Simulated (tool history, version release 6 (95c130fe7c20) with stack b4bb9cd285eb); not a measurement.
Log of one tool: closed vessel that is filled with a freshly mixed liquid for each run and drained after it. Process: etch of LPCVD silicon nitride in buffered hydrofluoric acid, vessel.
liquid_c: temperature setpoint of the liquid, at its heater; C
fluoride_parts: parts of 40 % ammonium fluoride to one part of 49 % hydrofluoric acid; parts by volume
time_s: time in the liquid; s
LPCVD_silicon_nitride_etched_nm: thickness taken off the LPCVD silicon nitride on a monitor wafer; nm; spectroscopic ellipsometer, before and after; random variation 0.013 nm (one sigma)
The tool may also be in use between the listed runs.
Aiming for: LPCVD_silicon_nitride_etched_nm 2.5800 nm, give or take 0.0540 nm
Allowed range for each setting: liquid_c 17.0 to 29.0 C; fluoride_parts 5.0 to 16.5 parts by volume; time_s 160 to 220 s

run,hour,liquid_c,fluoride_parts,time_s,LPCVD_silicon_nitride_etched_nm
1,0.0,21.0,10.0,220,2.9896
2,2.9,24.0,10.0,220,3.5504
3,10.3,22.5,10.0,220,3.2306
4,15.1,22.5,10.0,160,2.3759
5,22.7,22.5,10.0,160,2.3838
6,26.6,22.5,10.0,220,3.2560
7,32.2,21.5,10.0,220,3.0916
8,34.2,20.5,10.0,220,2.9150
9,35.5,20.0,10.0,220,2.8412
10,40.9,19.5,10.0,220,2.7396

Next run, 5 choices. One meets every target within its allowed miss, the rest don't. Which?
A,46.3,19.5,10.0,205,?
B,46.3,17.0,8.0,205,?
C,46.3,22.5,11.0,215,?
D,46.3,19.5,8.0,190,?
E,46.3,20.5,8.5,195,?

move,LPCVD_silicon_nitride_etched_nm
A,2.5604
B,2.6989
C,2.8916
D,2.8817
E,2.9287
A: each result inside its tolerance
B: closer than the last run, but not yet in spec
C: moves away from the targets compared with the last run
D: moves away from the targets compared with the last run
E: moves away from the targets compared with the last run
The move that meets every target is A.
